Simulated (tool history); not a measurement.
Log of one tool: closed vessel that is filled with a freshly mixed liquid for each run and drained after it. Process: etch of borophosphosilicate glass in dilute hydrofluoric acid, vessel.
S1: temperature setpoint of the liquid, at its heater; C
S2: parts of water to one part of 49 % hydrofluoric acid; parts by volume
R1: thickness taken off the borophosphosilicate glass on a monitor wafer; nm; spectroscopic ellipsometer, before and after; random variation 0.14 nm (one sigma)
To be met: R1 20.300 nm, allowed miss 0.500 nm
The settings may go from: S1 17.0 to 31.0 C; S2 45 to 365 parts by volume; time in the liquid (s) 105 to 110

Run 1, hour 0.0: S1 23.0 C, S2 205 parts by volume, time in the liquid (s) 105. Result: R1 27.730 nm.
Run 2, hour 4.9: S1 21.5 C, S2 210 parts by volume, time in the liquid (s) 105. Result: R1 24.791 nm.
Run 3, hour 9.9: S1 21.5 C, S2 210 parts by volume, time in the liquid (s) 105. Result: R1 25.409 nm.
Run 4, hour 15.1: S1 21.5 C, S2 145 parts by volume, time in the liquid (s) 105. Result: R1 38.912 nm.
Run 5, hour 17.3: S1 20.5 C, S2 165 parts by volume, time in the liquid (s) 105. Result: R1 31.764 nm.
Run 6, hour 25.1: S1 19.5 C, S2 175 parts by volume, time in the liquid (s) 105. Result: R1 29.124 nm.
Run 7, hour 27.3: S1 19.0 C, S2 185 parts by volume, time in the liquid (s) 105. Result: R1 26.547 nm.
Run 8, hour 31.8: S1 18.5 C, S2 195 parts by volume, time in the liquid (s) 105. Result: R1 24.355 nm.
Run 9, hour 32.9: S1 18.0 C, S2 200 parts by volume, time in the liquid (s) 105. Result: R1 23.335 nm.
Run 10, hour 36.3: S1 17.5 C, S2 205 parts by volume, time in the liquid (s) 105. Result: R1 22.146 nm.
Run 11, hour 39.3: S1 17.5 C, S2 210 parts by volume, time in the liquid (s) 105. Result: R1 21.450 nm.

Which of these 5 next moves meets every target?
Run A, hour 42.3: S1 17.0 C, S2 195 parts by volume, time in the liquid (s) 105. Result: R1 ?.
Run B, hour 42.3: S1 17.0 C, S2 200 parts by volume, time in the liquid (s) 110. Result: R1 ?.
Run C, hour 42.3: S1 17.0 C, S2 200 parts by volume, time in the liquid (s) 105. Result: R1 ?.
Run D, hour 42.3: S1 17.0 C, S2 205 parts by volume, time in the liquid (s) 110. Result: R1 ?.
Run E, hour 42.3: S1 18.5 C, S2 235 parts by volume, time in the liquid (s) 110. Result: R1 ?.

move      R1
   A  22.822
   B  23.204
   C  22.150
   D  22.535
   E  20.284
A: further off than the last run
B: further off than the last run
C: further off than the last run
D: further off than the last run
E: meets every target
Answer: E
